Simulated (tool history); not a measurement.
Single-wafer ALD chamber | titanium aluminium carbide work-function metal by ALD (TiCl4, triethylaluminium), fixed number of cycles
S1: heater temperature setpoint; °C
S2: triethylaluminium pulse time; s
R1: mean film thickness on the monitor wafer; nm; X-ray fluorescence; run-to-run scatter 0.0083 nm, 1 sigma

run,hour,S1,S2,R1
1,0,310,12.24,1.9451
2,1.2,301,12.24,1.8692
3,5,301,9.83,1.8279
4,9.7,299,9.58,1.7848
5,17.8,308,9.58,1.8781
6,25.2,302,9.58,1.8314
7,30.8,300,9.35,1.7942
8,31.6,299,9.25,1.7987

Predict the results of run 9:
9,32.4,298,9.09,?

{"run 9": {"R1": 1.7664}}

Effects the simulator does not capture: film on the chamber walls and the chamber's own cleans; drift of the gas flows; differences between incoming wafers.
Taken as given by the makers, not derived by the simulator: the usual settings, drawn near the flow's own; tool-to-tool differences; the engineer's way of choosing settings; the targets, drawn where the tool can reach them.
